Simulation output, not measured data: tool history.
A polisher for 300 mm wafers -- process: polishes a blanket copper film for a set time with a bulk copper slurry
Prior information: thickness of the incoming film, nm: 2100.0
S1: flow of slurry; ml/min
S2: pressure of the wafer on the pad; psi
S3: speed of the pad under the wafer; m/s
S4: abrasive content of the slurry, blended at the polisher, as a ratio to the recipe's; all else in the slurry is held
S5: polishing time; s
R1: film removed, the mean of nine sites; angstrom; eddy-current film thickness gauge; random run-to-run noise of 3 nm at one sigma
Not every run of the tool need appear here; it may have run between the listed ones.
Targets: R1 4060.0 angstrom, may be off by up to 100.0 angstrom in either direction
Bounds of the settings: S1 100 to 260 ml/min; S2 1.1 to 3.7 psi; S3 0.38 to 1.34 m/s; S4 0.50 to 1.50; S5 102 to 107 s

{"run": 1, "day": 0.0, "S1": 165, "S2": 2.4, "S3": 0.86, "S4": 1.0, "S5": 102, "R1": 7018.5}
{"run": 2, "day": 0.171, "S1": 205, "S2": 2.4, "S3": 0.86, "S4": 1.0, "S5": 102, "R1": 7140.5}
{"run": 3, "day": 0.425, "S1": 205, "S2": 2.1, "S3": 0.86, "S4": 1.0, "S5": 102, "R1": 6359.1}
{"run": 4, "day": 0.571, "S1": 205, "S2": 2.1, "S3": 0.86, "S4": 1.2, "S5": 102, "R1": 6699.4}
{"run": 5, "day": 0.788, "S1": 205, "S2": 2.1, "S3": 0.86, "S4": 1.2, "S5": 102, "R1": 6754.8}
{"run": 6, "day": 1.079, "S1": 205, "S2": 2.1, "S3": 1.02, "S4": 1.2, "S5": 102, "R1": 7643.2}
{"run": 7, "day": 1.325, "S1": 205, "S2": 2.1, "S3": 1.02, "S4": 1.2, "S5": 102, "R1": 7589.1}
{"run": 8, "day": 1.617, "S1": 200, "S2": 1.9, "S3": 0.96, "S4": 1.2, "S5": 102, "R1": 6555.6}

Exercise: of the 5 proposed moves below, exactly one satisfies all targets within the stated allowed misses. Which move is it?
{"run": "A", "day": 1.908, "S1": 210, "S2": 1.5, "S3": 0.92, "S4": 1.2, "S5": 102, "R1": "?"}
{"run": "B", "day": 1.908, "S1": 180, "S2": 1.7, "S3": 0.58, "S4": 1.45, "S5": 102, "R1": "?"}
{"run": "C", "day": 1.908, "S1": 225, "S2": 1.1, "S3": 0.84, "S4": 1.2, "S5": 102, "R1": "?"}
{"run": "D", "day": 1.908, "S1": 185, "S2": 2.1, "S3": 1.1, "S4": 1.25, "S5": 107, "R1": "?"}
{"run": "E", "day": 1.908, "S1": 195, "S2": 1.4, "S3": 0.8, "S4": 1.0, "S5": 102, "R1": "?"}

move=A R1=5139.3
move=B R1=4426.0
move=C R1=3629.0
move=D R1=8431.1
move=E R1=4083.8
A: gains on the last run, yet a result remains outside its allowed miss
B: gains on the last run, yet a result remains outside its allowed miss
C: takes the result that was furthest off past its target
D: moves away from the targets compared with the last run
E: every result within its allowed miss
The right move is E.
